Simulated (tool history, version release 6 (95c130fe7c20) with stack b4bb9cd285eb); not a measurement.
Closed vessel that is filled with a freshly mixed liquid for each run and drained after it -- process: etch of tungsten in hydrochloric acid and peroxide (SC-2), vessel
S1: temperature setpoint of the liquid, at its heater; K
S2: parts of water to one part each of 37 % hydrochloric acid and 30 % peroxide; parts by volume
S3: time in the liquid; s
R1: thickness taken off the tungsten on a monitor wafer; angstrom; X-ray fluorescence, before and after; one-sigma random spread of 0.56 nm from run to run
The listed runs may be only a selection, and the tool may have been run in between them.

run	hour	S1	S2	S3	R1
1	0	333.15	6.5	100	727.3
2	2.7	329.15	6.5	100	568.71
3	5.2	329.15	6.5	110	622.32
4	11	334.15	6.5	110	844.85
5	13.2	334.15	6.5	100	773.3
6	22.2	334.15	6.5	100	783.28
7	28.2	336.15	6.5	100	880.12
8	31.5	337.65	6.5	100	966.12
# hour 33.7: new drum of peroxide connected
9	33.7	338.65	6.5	100	1074.5
10	39.6	339.15	6.5	100	1097

Estimate the outcome of run 11 from the log above:
11	47.2	339.15	6.5	100	?

R1: 1102.2 angstrom
